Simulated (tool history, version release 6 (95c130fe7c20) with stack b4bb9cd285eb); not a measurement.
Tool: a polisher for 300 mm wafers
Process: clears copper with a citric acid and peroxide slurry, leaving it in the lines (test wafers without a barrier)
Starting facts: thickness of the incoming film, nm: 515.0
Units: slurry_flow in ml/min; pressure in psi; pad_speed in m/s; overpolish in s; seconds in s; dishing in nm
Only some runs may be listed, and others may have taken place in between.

run    day  slurry_flow  pressure  pad_speed  slurry_solids  overpolish  seconds  dishing
  1  0.000          230       3.1       1.38            1.0           9   186.76   15.055
  2  0.050          230       3.1       1.38            1.0           7   185.31   12.716
  3  0.079          230       3.5       1.38            1.0           7   166.27   13.632
  4  0.375          195       3.5       1.38            1.0           7   169.68   12.859
  5  0.454          195       3.5       1.38            1.0           9   170.94   15.466
  6  0.817          155       3.5       1.38            1.0           9   178.12   15.877

Run 7 comes next. What will it give?
  7  0.867          155       3.0       1.36            1.0           9        ?        ?

Run 7 gave seconds 206.41 s, dishing 14.057 nm.

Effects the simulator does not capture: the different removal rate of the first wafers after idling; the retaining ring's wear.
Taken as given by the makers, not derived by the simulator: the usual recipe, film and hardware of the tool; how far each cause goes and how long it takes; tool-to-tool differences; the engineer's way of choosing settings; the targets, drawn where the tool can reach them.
